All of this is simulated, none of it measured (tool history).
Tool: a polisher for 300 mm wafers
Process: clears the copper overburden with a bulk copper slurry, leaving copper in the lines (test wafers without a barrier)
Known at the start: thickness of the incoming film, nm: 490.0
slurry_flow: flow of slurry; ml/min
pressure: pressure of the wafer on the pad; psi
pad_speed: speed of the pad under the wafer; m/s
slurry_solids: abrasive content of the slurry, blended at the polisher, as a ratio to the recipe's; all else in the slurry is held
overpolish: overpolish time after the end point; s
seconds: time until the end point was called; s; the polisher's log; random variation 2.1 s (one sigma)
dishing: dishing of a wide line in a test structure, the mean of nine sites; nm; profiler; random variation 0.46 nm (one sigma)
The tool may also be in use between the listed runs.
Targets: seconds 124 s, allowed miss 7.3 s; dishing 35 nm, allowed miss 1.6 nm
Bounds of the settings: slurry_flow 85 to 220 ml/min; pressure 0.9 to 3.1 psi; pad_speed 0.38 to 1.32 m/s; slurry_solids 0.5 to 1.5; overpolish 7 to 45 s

Run 1, hour 0: slurry_flow 140 ml/min, pressure 2 psi, pad_speed 0.84 m/s, slurry_solids 1, overpolish 23 s. Result: seconds 96.383 s, dishing 63.995 nm.
Run 2, hour 9: slurry_flow 140 ml/min, pressure 2 psi, pad_speed 0.84 m/s, slurry_solids 1.15, overpolish 23 s. Result: seconds 94.787 s, dishing 65.113 nm.
Run 3, hour 17: slurry_flow 140 ml/min, pressure 2.2 psi, pad_speed 0.84 m/s, slurry_solids 1.15, overpolish 23 s. Result: seconds 85.758 s, dishing 69.968 nm.
Run 4, hour 25.2: slurry_flow 160 ml/min, pressure 2.2 psi, pad_speed 0.84 m/s, slurry_solids 1.15, overpolish 23 s. Result: seconds 86.485 s, dishing 70.641 nm.
Run 5, hour 30.9: slurry_flow 160 ml/min, pressure 2 psi, pad_speed 0.84 m/s, slurry_solids 1.15, overpolish 19 s. Result: seconds 93.099 s, dishing 59.714 nm.
Run 6, hour 37.8: slurry_flow 180 ml/min, pressure 2 psi, pad_speed 0.84 m/s, slurry_solids 1.15, overpolish 19 s. Result: seconds 91.694 s, dishing 59.781 nm.
Run 7, hour 44.9: slurry_flow 185 ml/min, pressure 1.4 psi, pad_speed 0.86 m/s, slurry_solids 1.15, overpolish 8 s. Result: seconds 114.59 s, dishing 24.132 nm.
Run 8, hour 47.6: slurry_flow 185 ml/min, pressure 1.5 psi, pad_speed 0.82 m/s, slurry_solids 1.15, overpolish 10 s. Result: seconds 113.83 s, dishing 28.847 nm.
Run 9, hour 48.9: slurry_flow 185 ml/min, pressure 1.6 psi, pad_speed 0.68 m/s, slurry_solids 1.15, overpolish 15 s. Result: seconds 134.62 s, dishing 37.23 nm.
Run 10, hour 53.1: slurry_flow 185 ml/min, pressure 1.6 psi, pad_speed 0.7 m/s, slurry_solids 1.15, overpolish 15 s. Result: seconds 127.88 s, dishing 37.672 nm.
Run 11, hour 54.9: slurry_flow 180 ml/min, pressure 1.6 psi, pad_speed 0.72 m/s, slurry_solids 1.15, overpolish 15 s. Result: seconds 129.13 s, dishing 38.358 nm.
Run 12, hour 61.9: slurry_flow 180 ml/min, pressure 1.6 psi, pad_speed 0.74 m/s, slurry_solids 1.15, overpolish 15 s. Result: seconds 121.7 s, dishing 39.401 nm.
Run 13, hour 68.4: slurry_flow 175 ml/min, pressure 1.6 psi, pad_speed 0.76 m/s, slurry_solids 1.15, overpolish 15 s. Result: seconds 118.54 s, dishing 39.641 nm.
Run 14, hour 77.3: slurry_flow 175 ml/min, pressure 1.5 psi, pad_speed 0.76 m/s, slurry_solids 1.15, overpolish 15 s. Result: seconds 124.93 s, dishing 37.742 nm.
Run 15, hour 85.4: slurry_flow 175 ml/min, pressure 1.5 psi, pad_speed 0.78 m/s, slurry_solids 1.1, overpolish 15 s. Result: seconds 122.24 s, dishing 39.192 nm.
Run 16, hour 88.3: slurry_flow 170 ml/min, pressure 1.5 psi, pad_speed 0.78 m/s, slurry_solids 1.15, overpolish 15 s. Result: seconds 124.48 s, dishing 38.193 nm.
Run 17, hour 96.7: slurry_flow 170 ml/min, pressure 1.5 psi, pad_speed 0.8 m/s, slurry_solids 1.15, overpolish 14 s. Result: seconds 118.61 s, dishing 38.347 nm.
Run 18, hour 105.6: slurry_flow 175 ml/min, pressure 1.5 psi, pad_speed 0.8 m/s, slurry_solids 1.15, overpolish 14 s. Result: seconds 117.67 s, dishing 38.076 nm.

Which of these 4 next moves meets every target?
Run A, hour 114.5: slurry_flow 170 ml/min, pressure 1.7 psi, pad_speed 0.74 m/s, slurry_solids 1, overpolish 13 s. Result: seconds ?, dishing ?.
Run B, hour 114.5: slurry_flow 175 ml/min, pressure 1.4 psi, pad_speed 0.82 m/s, slurry_solids 1.15, overpolish 15 s. Result: seconds ?, dishing ?.
Run C, hour 114.5: slurry_flow 170 ml/min, pressure 1.4 psi, pad_speed 0.66 m/s, slurry_solids 1.25, overpolish 19 s. Result: seconds ?, dishing ?.
Run D, hour 114.5: slurry_flow 175 ml/min, pressure 1.5 psi, pad_speed 0.66 m/s, slurry_solids 1.1, overpolish 18 s. Result: seconds ?, dishing ?.

move  seconds  dishing
   A   122.92   35.905
   B   125.41   39.092
   C   152.78   40.296
   D   148.04   39.804
A: meets every target
B: further off than the last run
C: further off than the last run
D: further off than the last run
Answer: A
